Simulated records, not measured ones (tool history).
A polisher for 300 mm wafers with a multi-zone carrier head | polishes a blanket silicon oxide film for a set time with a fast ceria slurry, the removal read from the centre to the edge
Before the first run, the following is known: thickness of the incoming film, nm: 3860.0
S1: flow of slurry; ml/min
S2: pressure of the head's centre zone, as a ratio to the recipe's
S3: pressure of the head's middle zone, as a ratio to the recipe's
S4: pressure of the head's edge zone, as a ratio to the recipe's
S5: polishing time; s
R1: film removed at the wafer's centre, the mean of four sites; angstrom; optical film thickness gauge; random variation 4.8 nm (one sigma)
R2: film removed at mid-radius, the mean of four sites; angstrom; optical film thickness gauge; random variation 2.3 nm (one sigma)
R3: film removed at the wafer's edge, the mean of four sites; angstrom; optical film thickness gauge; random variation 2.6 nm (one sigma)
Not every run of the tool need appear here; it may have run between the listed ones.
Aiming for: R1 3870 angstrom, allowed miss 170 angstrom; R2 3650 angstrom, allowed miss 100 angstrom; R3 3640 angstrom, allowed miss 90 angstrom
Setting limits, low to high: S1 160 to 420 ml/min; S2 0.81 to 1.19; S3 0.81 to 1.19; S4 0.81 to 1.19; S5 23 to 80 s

{"run": 1, "hour": 0.0, "S1": 270, "S2": 1, "S3": 1, "S4": 1, "S5": 51, "R1": 5398, "R2": 5393.8, "R3": 5372.8}
{"run": 2, "hour": 7.1, "S1": 270, "S2": 1, "S3": 1.05, "S4": 1, "S5": 51, "R1": 5450.4, "R2": 5556.4, "R3": 5336.1}
{"run": 3, "hour": 14.0, "S1": 270, "S2": 1, "S3": 0.98, "S4": 1, "S5": 51, "R1": 5458.1, "R2": 5309.5, "R3": 5470.5}
{"run": 4, "hour": 14.6, "S1": 260, "S2": 1, "S3": 0.97, "S4": 0.96, "S5": 46, "R1": 4912.5, "R2": 4595.8, "R3": 4796.4}
{"run": 5, "hour": 19.3, "S1": 260, "S2": 1, "S3": 0.97, "S4": 0.96, "S5": 57, "R1": 6126.5, "R2": 5703.9, "R3": 5890.2}
{"run": 6, "hour": 27.9, "S1": 255, "S2": 0.99, "S3": 0.98, "S4": 0.92, "S5": 51, "R1": 5420.5, "R2": 5217.5, "R3": 5241.1}
{"run": 7, "hour": 33.2, "S1": 255, "S2": 0.99, "S3": 0.98, "S4": 0.92, "S5": 51, "R1": 5534.2, "R2": 5171, "R3": 5182.1}
{"run": 8, "hour": 37.3, "S1": 250, "S2": 0.98, "S3": 0.98, "S4": 0.9, "S5": 46, "R1": 4719.5, "R2": 4697.2, "R3": 4578.4}
{"run": 9, "hour": 39.9, "S1": 235, "S2": 1.02, "S3": 0.88, "S4": 0.81, "S5": 36, "R1": 3843.5, "R2": 3313.6, "R3": 3423.1}
{"run": 10, "hour": 46.4, "S1": 255, "S2": 1.01, "S3": 0.89, "S4": 0.82, "S5": 36, "R1": 3779.6, "R2": 3383.7, "R3": 3453.3}
{"run": 11, "hour": 53.3, "S1": 260, "S2": 1.01, "S3": 0.9, "S4": 0.83, "S5": 36, "R1": 3838.9, "R2": 3429.3, "R3": 3513.9}
{"run": 12, "hour": 53.9, "S1": 270, "S2": 1.01, "S3": 0.91, "S4": 0.84, "S5": 36, "R1": 3869.4, "R2": 3504.4, "R3": 3482.1}
{"run": 13, "hour": 61.8, "S1": 270, "S2": 1.01, "S3": 0.92, "S4": 0.85, "S5": 36, "R1": 3937.5, "R2": 3477.3, "R3": 3549}
{"run": 14, "hour": 67.3, "S1": 270, "S2": 1, "S3": 0.93, "S4": 0.86, "S5": 36, "R1": 3904.8, "R2": 3499.9, "R3": 3566.5}
{"run": 15, "hour": 74.3, "S1": 265, "S2": 0.99, "S3": 0.94, "S4": 0.86, "S5": 36, "R1": 3806.5, "R2": 3580.2, "R3": 3512.4}

Pick the move, out of 4, that brings all results within their allowed miss; only one does.
{"run": "A", "hour": 81.3, "S1": 265, "S2": 1.09, "S3": 1, "S4": 0.81, "S5": 35, "R1": "?", "R2": "?", "R3": "?"}
{"run": "B", "hour": 81.3, "S1": 300, "S2": 0.99, "S3": 0.99, "S4": 0.81, "S5": 34, "R1": "?", "R2": "?", "R3": "?"}
{"run": "C", "hour": 81.3, "S1": 280, "S2": 0.98, "S3": 0.94, "S4": 0.81, "S5": 36, "R1": "?", "R2": "?", "R3": "?"}
{"run": "D", "hour": 81.3, "S1": 315, "S2": 1, "S3": 0.95, "S4": 0.88, "S5": 36, "R1": "?", "R2": "?", "R3": "?"}

move=A R1=4057 R2=3667.5 R3=3400.3
move=B R1=3721.9 R2=3584.4 R3=3339.5
move=C R1=3877.1 R2=3606.3 R3=3517.7
move=D R1=3991.4 R2=3684 R3=3685
A: its largest miss is bigger than the last run's
B: its largest miss is bigger than the last run's
C: no nearer and no further than the last run
D: every result within its allowed miss
Go with D: it meets all targets.

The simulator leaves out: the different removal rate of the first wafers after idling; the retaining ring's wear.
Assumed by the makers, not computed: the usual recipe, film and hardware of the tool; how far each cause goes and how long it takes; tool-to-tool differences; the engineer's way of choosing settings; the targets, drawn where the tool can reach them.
